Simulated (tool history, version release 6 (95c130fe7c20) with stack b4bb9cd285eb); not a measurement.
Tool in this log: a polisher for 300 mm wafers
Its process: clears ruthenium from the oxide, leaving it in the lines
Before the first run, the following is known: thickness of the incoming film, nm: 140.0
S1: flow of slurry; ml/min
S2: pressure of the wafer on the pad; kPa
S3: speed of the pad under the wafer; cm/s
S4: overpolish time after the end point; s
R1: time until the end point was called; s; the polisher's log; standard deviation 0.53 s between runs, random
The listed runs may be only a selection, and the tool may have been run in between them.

| run | hour | S1 | S2 | S3 | S4 | R1 |
|---|---|---|---|---|---|---|
| 1 | 0.0 | 295 | 17.2 | 124 | 42 | 87.393 |
| 2 | 7.4 | 295 | 18.6 | 124 | 42 | 82.064 |
| 3 | 9.5 | 295 | 18.6 | 124 | 42 | 81.222 |
| 4 | 13.1 | 295 | 20.0 | 124 | 42 | 74.834 |
| 5 | 17.6 | 295 | 20.7 | 124 | 42 | 74.495 |
| 6 | 20.2 | 295 | 21.4 | 124 | 42 | 71.036 |

Run 7, settings as shown, results not yet in. Your forecast:
| 7 | 25.3 | 295 | 22.1 | 124 | 42 | ? |

R1: 69.348 s

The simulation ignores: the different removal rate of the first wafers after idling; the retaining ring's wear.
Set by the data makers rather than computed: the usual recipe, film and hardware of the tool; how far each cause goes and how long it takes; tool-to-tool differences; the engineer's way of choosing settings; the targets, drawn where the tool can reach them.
